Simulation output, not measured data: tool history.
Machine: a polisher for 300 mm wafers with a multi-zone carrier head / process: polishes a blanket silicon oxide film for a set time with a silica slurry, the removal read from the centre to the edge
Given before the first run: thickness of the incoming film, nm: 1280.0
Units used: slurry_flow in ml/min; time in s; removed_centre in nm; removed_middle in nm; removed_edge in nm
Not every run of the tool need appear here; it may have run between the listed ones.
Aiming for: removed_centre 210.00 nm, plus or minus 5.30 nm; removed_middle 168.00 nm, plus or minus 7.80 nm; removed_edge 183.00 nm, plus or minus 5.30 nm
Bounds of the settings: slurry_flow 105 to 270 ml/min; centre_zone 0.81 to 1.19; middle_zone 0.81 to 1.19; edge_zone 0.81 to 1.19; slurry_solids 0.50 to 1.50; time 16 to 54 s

run    day  slurry_flow  centre_zone  middle_zone  edge_zone  slurry_solids  time  removed_centre  removed_middle  removed_edge
  1  0.000          175         1.00         1.00       1.00           1.00    35          156.03          151.04        152.05
  2  0.117          175         1.00         1.00       1.08           1.00    35          156.44          150.85        158.93
  3  0.358          185         1.03         1.00       1.10           1.00    35          160.28          158.28        160.30
  4  0.412          185         1.03         1.00       1.10           1.20    35          172.62          167.05        171.22
  5  0.696          190         1.06         0.98       1.11           1.20    35          176.51          164.07        171.83
  6  0.733          195         1.09         0.97       1.12           1.25    35          182.05          166.12        177.38
  7  0.854          200         1.11         0.96       1.10           1.30    35          189.97          170.17        178.22
  8  0.967          205         1.13         0.94       1.10           1.30    35          191.62          161.48        176.95
  9  1.038          210         1.14         0.94       1.10           1.30    35          195.46          171.07        181.40
 10  1.150          210         1.15         0.93       1.09           1.30    35          196.71          164.00        179.17
 11  1.288          215         1.16         0.93       1.09           1.30    35          199.25          166.19        180.99
 12  1.321          220         1.17         0.93       1.08           1.30    35          200.90          163.15        180.64
 13  1.683          225         1.17         0.93       1.07           1.30    35          201.16          164.40        177.76
 14  1.917          230         1.17         0.93       1.07           1.30    35          202.35          168.13        179.09
 15  2.088          230         1.17         0.92       1.07           1.30    35          202.19          162.75        178.22
 16  2.292          235         1.17         0.92       1.07           1.30    35          204.04          166.32        177.08
 17  2.479          235         1.17         0.92       1.08           1.30    35          203.94          166.98        180.38

Pick the move, out of 4, that brings all results within their allowed miss; only one does.
  A  2.667          240         1.19         0.91       1.08           1.25    36               ?               ?             ?
  B  2.667          235         1.14         0.99       1.09           1.40    34               ?               ?             ?
  C  2.667          240         1.15         0.82       1.01           1.10    37               ?               ?             ?
  D  2.667          220         1.09         0.98       1.09           1.25    36               ?               ?             ?

move  removed_centre  removed_middle  removed_edge
   A          211.52          165.67        181.83
   B          199.39          171.58        178.51
   C          202.16          152.23        173.34
   D          193.99          172.34        180.95
A: all results in spec
B: further off than the last run
C: further off than the last run
D: further off than the last run
A meets every target.
